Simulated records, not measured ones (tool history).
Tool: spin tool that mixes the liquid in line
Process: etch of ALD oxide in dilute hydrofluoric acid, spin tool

run  hour  temperature setpoint of the liquid (K)  parts of water to one part of 49 % hydrofluoric acid (parts by volume)  time under the liquid (s)  thickness taken off the ALD oxide on a monitor wafer (angstrom)
  1   0.0                                  295.15                                                                      90                         55                                                           158.44
  2   7.8                                  295.15                                                                      90                         40                                                           115.43
  3  11.2                                  297.65                                                                      70                         40                                                           167.44
  4  18.3                                  299.15                                                                      55                         40                                                           233.42
  5  19.2                                  299.15                                                                      65                         40                                                           192.20
  6  21.0                                  300.15                                                                      55                         40                                                           242.33
     26.9  -- hydrofluoric acid flow meter replaced
  7  26.9                                  301.15                                                                      50                         40                                                           263.38
  8  31.4                                  301.65                                                                      45                         40                                                           300.26

Run 9 comes next. What will it give?
  9  32.8                                  302.15                                                                      45                         40                                                                ?

Run 9 gave thickness taken off the ALD oxide on a monitor wafer (angstrom) 302.09.
